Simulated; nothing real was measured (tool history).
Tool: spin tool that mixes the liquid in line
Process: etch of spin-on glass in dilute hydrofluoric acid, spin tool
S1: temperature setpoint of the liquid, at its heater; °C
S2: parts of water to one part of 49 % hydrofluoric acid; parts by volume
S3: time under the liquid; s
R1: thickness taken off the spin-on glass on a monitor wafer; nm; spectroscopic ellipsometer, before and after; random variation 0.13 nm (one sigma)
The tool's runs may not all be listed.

run	day	S1	S2	S3	R1
1	0.000	23.0	210	55	9.1373
2	0.267	23.0	210	40	6.6322
3	0.312	25.0	180	40	8.6516
4	0.629	25.0	225	40	6.6038
5	0.858	26.0	190	40	8.4313
6	1.208	26.0	190	55	11.6300
7	1.483	27.5	185	55	12.7080
8	1.812	31.0	155	55	17.8810

Forecast run 9:
9	2.058	30.5	155	55	?

Run 9 gave R1 17.5410 nm.
